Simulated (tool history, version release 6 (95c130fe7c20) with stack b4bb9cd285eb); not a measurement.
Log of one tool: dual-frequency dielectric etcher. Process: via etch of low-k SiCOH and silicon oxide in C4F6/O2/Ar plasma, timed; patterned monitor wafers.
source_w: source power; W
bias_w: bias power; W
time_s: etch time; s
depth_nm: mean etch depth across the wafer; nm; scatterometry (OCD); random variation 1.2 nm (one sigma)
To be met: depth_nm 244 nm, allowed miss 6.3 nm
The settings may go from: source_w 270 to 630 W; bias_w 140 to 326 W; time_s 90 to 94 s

Run 1, hour 0: source_w 450 W, bias_w 233 W, time_s 90 s. Result: depth_nm 272.71 nm.
Run 2, hour 5.3: source_w 380 W, bias_w 233 W, time_s 90 s. Result: depth_nm 261.94 nm.
Run 3, hour 11.1: source_w 450 W, bias_w 233 W, time_s 90 s. Result: depth_nm 275.32 nm.
Run 4, hour 11.6: source_w 450 W, bias_w 233 W, time_s 90 s. Result: depth_nm 272.71 nm.
Run 5, hour 20.4: source_w 420 W, bias_w 225 W, time_s 90 s. Result: depth_nm 265.35 nm.
Run 6, hour 24.5: source_w 420 W, bias_w 199 W, time_s 90 s. Result: depth_nm 258.01 nm.
Run 7, hour 27.1: source_w 410 W, bias_w 195 W, time_s 90 s. Result: depth_nm 254.25 nm.
Run 8, hour 31.1: source_w 400 W, bias_w 192 W, time_s 90 s. Result: depth_nm 254.99 nm.

5 next moves are on the table. One of them brings every result within its allowed miss. Which?
Run A, hour 35.1: source_w 380 W, bias_w 179 W, time_s 90 s. Result: depth_nm ?.
Run B, hour 35.1: source_w 380 W, bias_w 203 W, time_s 94 s. Result: depth_nm ?.
Run C, hour 35.1: source_w 450 W, bias_w 199 W, time_s 94 s. Result: depth_nm ?.
Run D, hour 35.1: source_w 420 W, bias_w 189 W, time_s 90.5 s. Result: depth_nm ?.
Run E, hour 35.1: source_w 420 W, bias_w 195 W, time_s 92 s. Result: depth_nm ?.

move  depth_nm
   A    245.56
   B    263.37
   C     276.4
   D    257.58
   E    263.57
A: meets every target
B: further off than the last run
C: further off than the last run
D: further off than the last run
E: further off than the last run
Move A is the one to make.

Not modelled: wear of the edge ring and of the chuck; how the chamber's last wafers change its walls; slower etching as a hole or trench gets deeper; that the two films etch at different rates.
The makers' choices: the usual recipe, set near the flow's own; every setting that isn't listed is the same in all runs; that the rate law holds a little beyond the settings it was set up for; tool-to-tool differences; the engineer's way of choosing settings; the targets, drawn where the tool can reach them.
